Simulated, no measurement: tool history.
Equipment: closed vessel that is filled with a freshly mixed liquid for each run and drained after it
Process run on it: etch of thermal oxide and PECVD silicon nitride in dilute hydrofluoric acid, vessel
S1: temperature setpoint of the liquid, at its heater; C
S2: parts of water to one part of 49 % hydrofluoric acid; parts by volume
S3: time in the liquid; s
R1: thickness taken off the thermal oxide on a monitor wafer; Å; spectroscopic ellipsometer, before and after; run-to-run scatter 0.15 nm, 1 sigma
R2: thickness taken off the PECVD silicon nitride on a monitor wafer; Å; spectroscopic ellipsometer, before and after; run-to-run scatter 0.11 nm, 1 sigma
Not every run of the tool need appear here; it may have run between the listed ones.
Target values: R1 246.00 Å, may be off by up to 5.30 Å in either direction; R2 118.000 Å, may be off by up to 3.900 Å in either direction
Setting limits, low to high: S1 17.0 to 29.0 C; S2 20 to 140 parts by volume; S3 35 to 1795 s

Run 1, hour 0.0: S1 21.0 C, S2 75 parts by volume, S3 915 s. Result: R1 425.51 Å, R2 223.600 Å.
Run 2, hour 7.9: S1 21.0 C, S2 75 parts by volume, S3 625 s. Result: R1 294.08 Å, R2 151.390 Å.
Run 3, hour 15.2: S1 20.5 C, S2 75 parts by volume, S3 625 s. Result: R1 286.77 Å, R2 147.480 Å.
Run 4, hour 16.7: S1 20.0 C, S2 75 parts by volume, S3 625 s. Result: R1 285.48 Å, R2 142.070 Å.
Run 5, hour 23.9: S1 20.0 C, S2 55 parts by volume, S3 625 s. Result: R1 395.83 Å, R2 192.240 Å.
Run 6, hour 30.4: S1 20.0 C, S2 55 parts by volume, S3 285 s. Result: R1 179.63 Å, R2 88.402 Å.
Run 7, hour 33.8: S1 20.0 C, S2 50 parts by volume, S3 280 s. Result: R1 193.61 Å, R2 94.896 Å.
Run 8, hour 39.1: S1 20.0 C, S2 45 parts by volume, S3 280 s. Result: R1 216.78 Å, R2 104.660 Å.

4 candidate next runs follow, results not yet known. Just one meets every target within its allowed miss. Identify it.
Run A, hour 44.4: S1 21.5 C, S2 65 parts by volume, S3 410 s. Result: R1 ?, R2 ?.
Run B, hour 44.4: S1 18.5 C, S2 70 parts by volume, S3 545 s. Result: R1 ?, R2 ?.
Run C, hour 44.4: S1 22.0 C, S2 65 parts by volume, S3 430 s. Result: R1 ?, R2 ?.
Run D, hour 44.4: S1 24.0 C, S2 75 parts by volume, S3 440 s. Result: R1 ?, R2 ?.

move      R1       R2
   A  232.12  117.380
   B  251.13  118.020
   C  248.54  127.370
   D  236.19  129.580
A: closes in on the targets versus the last run, not all within tolerance yet
B: each result inside its tolerance
C: the furthest-off result lands on target, but another misses its tolerance
D: closes in on the targets versus the last run, not all within tolerance yet
So the answer is move B, the one that meets all the targets.
